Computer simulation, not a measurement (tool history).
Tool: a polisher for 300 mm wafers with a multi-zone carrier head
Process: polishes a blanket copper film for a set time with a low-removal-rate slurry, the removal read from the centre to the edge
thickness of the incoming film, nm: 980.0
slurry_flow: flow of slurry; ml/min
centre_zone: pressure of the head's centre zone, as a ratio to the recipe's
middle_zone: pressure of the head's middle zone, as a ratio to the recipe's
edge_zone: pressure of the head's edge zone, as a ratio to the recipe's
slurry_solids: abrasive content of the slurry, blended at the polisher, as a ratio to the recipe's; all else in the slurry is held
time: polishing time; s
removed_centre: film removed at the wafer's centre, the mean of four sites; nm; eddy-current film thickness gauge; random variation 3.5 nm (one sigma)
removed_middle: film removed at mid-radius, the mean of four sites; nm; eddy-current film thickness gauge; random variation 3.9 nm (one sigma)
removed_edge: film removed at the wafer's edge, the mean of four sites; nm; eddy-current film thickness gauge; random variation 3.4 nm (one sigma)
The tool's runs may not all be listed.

Run 1, day 0.000: slurry_flow 130 ml/min, centre_zone 1.00, middle_zone 1.00, edge_zone 1.00, slurry_solids 1.00, time 76 s. Result: removed_centre 285.78 nm, removed_middle 283.94 nm, removed_edge 289.81 nm.
Run 2, day 0.221: slurry_flow 130 ml/min, centre_zone 1.00, middle_zone 0.93, edge_zone 1.00, slurry_solids 1.00, time 76 s. Result: removed_centre 290.07 nm, removed_middle 261.39 nm, removed_edge 288.97 nm.
Run 3, day 0.579: slurry_flow 135 ml/min, centre_zone 1.00, middle_zone 0.94, edge_zone 1.03, slurry_solids 1.10, time 77 s. Result: removed_centre 292.30 nm, removed_middle 280.62 nm, removed_edge 306.61 nm.
Run 4, day 0.758: slurry_flow 135 ml/min, centre_zone 1.00, middle_zone 0.94, edge_zone 1.03, slurry_solids 1.25, time 77 s. Result: removed_centre 303.34 nm, removed_middle 286.71 nm, removed_edge 312.34 nm.
Run 5, day 1.092: slurry_flow 145 ml/min, centre_zone 1.02, middle_zone 0.94, edge_zone 1.06, slurry_solids 1.30, time 78 s. Result: removed_centre 317.08 nm, removed_middle 301.07 nm, removed_edge 327.02 nm.
Run 6, day 1.250: slurry_flow 150 ml/min, centre_zone 1.03, middle_zone 0.93, edge_zone 1.08, slurry_solids 1.35, time 79 s. Result: removed_centre 334.65 nm, removed_middle 305.51 nm, removed_edge 340.48 nm.
Run 7, day 1.517: slurry_flow 185 ml/min, centre_zone 1.01, middle_zone 0.98, edge_zone 1.18, slurry_solids 1.50, time 80 s. Result: removed_centre 351.01 nm, removed_middle 348.27 nm, removed_edge 380.00 nm.
Run 8, day 1.633: slurry_flow 185 ml/min, centre_zone 1.02, middle_zone 0.97, edge_zone 1.18, slurry_solids 1.50, time 80 s. Result: removed_centre 354.59 nm, removed_middle 334.62 nm, removed_edge 378.72 nm.

The next listed run, before its measurement:
Run 9, day 1.946: slurry_flow 185 ml/min, centre_zone 1.02, middle_zone 0.97, edge_zone 1.18, slurry_solids 1.50, time 80 s. Result: removed_centre ?, removed_middle ?, removed_edge ?.

removed_centre: 347.31 nm
removed_middle: 345.10 nm
removed_edge: 371.19 nm
